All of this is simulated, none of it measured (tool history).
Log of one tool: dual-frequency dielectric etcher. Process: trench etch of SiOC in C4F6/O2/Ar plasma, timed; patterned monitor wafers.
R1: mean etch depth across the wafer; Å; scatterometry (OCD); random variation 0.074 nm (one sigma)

{"run": 1, "day": 0.0, "source power (kW)": 0.46, "bias power (kW)": 0.191, "etch time (s)": 12, "R1": 290.98}
{"run": 2, "day": 0.104, "source power (kW)": 0.52, "bias power (kW)": 0.191, "etch time (s)": 12, "R1": 305.58}
{"run": 3, "day": 0.192, "source power (kW)": 0.46, "bias power (kW)": 0.191, "etch time (s)": 12, "R1": 291.23}
{"run": 4, "day": 0.3, "source power (kW)": 0.46, "bias power (kW)": 0.191, "etch time (s)": 11, "R1": 267.58}
{"run": 5, "day": 0.642, "source power (kW)": 0.46, "bias power (kW)": 0.191, "etch time (s)": 12, "R1": 292.77}
{"run": 6, "day": 0.683, "source power (kW)": 0.44, "bias power (kW)": 0.189, "etch time (s)": 12, "R1": 286.21}
{"run": 7, "day": 0.758, "source power (kW)": 0.43, "bias power (kW)": 0.187, "etch time (s)": 12, "R1": 282.26}

Forecast run 8:
{"run": 8, "day": 1.05, "source power (kW)": 0.42, "bias power (kW)": 0.186, "etch time (s)": 12, "R1": "?"}

R1: 280.48 Å
